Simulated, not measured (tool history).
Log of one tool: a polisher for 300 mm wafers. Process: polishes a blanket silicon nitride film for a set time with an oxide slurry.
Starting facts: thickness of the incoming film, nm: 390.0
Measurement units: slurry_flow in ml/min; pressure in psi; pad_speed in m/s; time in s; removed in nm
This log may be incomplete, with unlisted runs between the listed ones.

| run | day | slurry_flow | pressure | pad_speed | slurry_solids | time | removed |
|---|---|---|---|---|---|---|---|
| 1 | 0.000 | 290 | 3.7 | 0.84 | 1.00 | 100 | 49.501 |
| 2 | 0.096 | 290 | 3.3 | 0.84 | 1.00 | 100 | 45.178 |
| 3 | 0.296 | 325 | 3.3 | 0.84 | 1.00 | 100 | 46.471 |
| 4 | 0.333 | 320 | 3.0 | 0.84 | 1.00 | 100 | 44.019 |
| 5 | 0.375 | 320 | 3.5 | 0.84 | 1.00 | 100 | 48.254 |
| 6 | 0.429 | 320 | 3.5 | 0.84 | 0.85 | 100 | 44.747 |

Predict the results of run 7:
| 7 | 0.488 | 315 | 3.2 | 0.84 | 0.85 | 100 | ? |

Run 7 came out at removed 42.336 nm.

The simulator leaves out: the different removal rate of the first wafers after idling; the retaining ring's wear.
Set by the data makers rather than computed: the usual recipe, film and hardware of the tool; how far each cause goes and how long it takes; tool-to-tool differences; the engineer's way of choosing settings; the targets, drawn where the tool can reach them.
